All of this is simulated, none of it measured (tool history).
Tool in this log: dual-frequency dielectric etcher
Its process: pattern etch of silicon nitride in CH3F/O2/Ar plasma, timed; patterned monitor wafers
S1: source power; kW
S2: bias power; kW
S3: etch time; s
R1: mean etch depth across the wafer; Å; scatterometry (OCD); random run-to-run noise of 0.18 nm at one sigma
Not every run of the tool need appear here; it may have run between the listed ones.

run 1 hour=0.0 | S1=0.520 S2=0.067 S3=41.5 | R1=331.38
run 2 hour=1.7 | S1=0.520 S2=0.073 S3=41.5 | R1=339.45
run 3 hour=10.0 | S1=0.520 S2=0.073 S3=41.5 | R1=336.16
run 4 hour=18.8 | S1=0.520 S2=0.073 S3=43.5 | R1=354.24
run 5 hour=25.2 | S1=0.520 S2=0.068 S3=43.5 | R1=347.70
run 6 hour=27.6 | S1=0.520 S2=0.068 S3=41.5 | R1=330.88

Estimate the outcome of run 7 from the log above:
run 7 hour=29.8 | S1=0.490 S2=0.067 S3=41.5 | R1=?

R1: 321.10 Å

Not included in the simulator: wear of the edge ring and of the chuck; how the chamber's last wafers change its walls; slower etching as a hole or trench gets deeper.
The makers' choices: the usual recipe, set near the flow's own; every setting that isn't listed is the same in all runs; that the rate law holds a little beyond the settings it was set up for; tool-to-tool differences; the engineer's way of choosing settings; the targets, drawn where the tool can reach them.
